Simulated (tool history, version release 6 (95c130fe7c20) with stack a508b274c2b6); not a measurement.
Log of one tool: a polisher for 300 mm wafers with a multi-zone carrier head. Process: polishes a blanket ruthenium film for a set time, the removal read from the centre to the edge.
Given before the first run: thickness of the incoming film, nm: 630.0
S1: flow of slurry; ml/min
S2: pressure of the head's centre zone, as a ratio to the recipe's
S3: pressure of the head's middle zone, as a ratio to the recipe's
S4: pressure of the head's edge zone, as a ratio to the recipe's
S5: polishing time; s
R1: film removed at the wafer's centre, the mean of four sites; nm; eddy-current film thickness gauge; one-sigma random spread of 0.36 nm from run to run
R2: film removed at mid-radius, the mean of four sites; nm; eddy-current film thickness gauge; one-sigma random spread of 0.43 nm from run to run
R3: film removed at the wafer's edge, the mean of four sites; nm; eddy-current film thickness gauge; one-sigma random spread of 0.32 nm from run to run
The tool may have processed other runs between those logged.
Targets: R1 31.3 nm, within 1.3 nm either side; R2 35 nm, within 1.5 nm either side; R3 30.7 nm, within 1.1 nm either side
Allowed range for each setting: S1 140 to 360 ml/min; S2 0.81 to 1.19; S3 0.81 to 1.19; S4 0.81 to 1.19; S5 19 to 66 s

| run | hour | S1 | S2 | S3 | S4 | S5 | R1 | R2 | R3 |
|---|---|---|---|---|---|---|---|---|---|
| 1 | 0 | 230 | 1 | 1 | 1 | 42 | 25.291 | 26.064 | 24.934 |
| 2 | 4.5 | 280 | 1 | 1 | 1 | 42 | 25.91 | 27.053 | 25.953 |
| 3 | 9.8 | 280 | 1 | 1 | 1.05 | 42 | 25.902 | 26.462 | 26.1 |
| 4 | 11.4 | 280 | 1 | 1.03 | 1.05 | 42 | 26.154 | 27.823 | 26.398 |
| 5 | 15.7 | 280 | 1 | 1.03 | 1.09 | 42 | 25.99 | 28.232 | 26.859 |
| 6 | 23 | 285 | 1.01 | 1.04 | 1.1 | 43 | 27.393 | 28.647 | 27.636 |
| 7 | 24.5 | 285 | 1.01 | 1.04 | 1.1 | 43 | 27.172 | 29.133 | 27.34 |
| 8 | 26.8 | 290 | 1.01 | 1.05 | 1.11 | 44 | 28.052 | 29.323 | 28.517 |
| 9 | 35.5 | 290 | 1.01 | 1.07 | 1.11 | 44 | 27.739 | 29.817 | 28.429 |
| 10 | 39 | 290 | 1.02 | 1.09 | 1.1 | 45 | 28.161 | 30.859 | 28.822 |
| 11 | 44.1 | 295 | 1.03 | 1.11 | 1.1 | 46 | 29.243 | 32.563 | 29.016 |
| 12 | 50.2 | 300 | 1.03 | 1.12 | 1.11 | 46 | 29.219 | 31.961 | 29.237 |
| 13 | 52 | 300 | 1.03 | 1.13 | 1.11 | 46 | 28.848 | 32.067 | 29.345 |
| 14 | 54.8 | 300 | 1.04 | 1.14 | 1.11 | 46 | 30.158 | 32.602 | 29.182 |

Which of these 5 next moves meets every target?
| A | 57.6 | 345 | 1 | 1.02 | 1.03 | 46 | ? | ? | ? |
| B | 57.6 | 340 | 1.03 | 1.19 | 1.09 | 44 | ? | ? | ? |
| C | 57.6 | 335 | 1.08 | 1.19 | 1.19 | 46 | ? | ? | ? |
| D | 57.6 | 360 | 0.91 | 1.09 | 1.14 | 48 | ? | ? | ? |
| E | 57.6 | 330 | 1.09 | 1.15 | 1.11 | 44 | ? | ? | ? |

| move | R1 | R2 | R3 |
|---|---|---|---|
| A | 29.045 | 30.778 | 28.369 |
| B | 28.446 | 33.548 | 27.759 |
| C | 30.861 | 35.018 | 30.226 |
| D | 28.241 | 34.107 | 31.078 |
| E | 29.692 | 32.481 | 27.956 |
A: moves away from the targets compared with the last run
B: brings the result that was furthest off to its target, and leaves another outside
C: each result inside its tolerance
D: brings the result that was furthest off to its target, and leaves another outside
E: moves away from the targets compared with the last run
The right move is C.
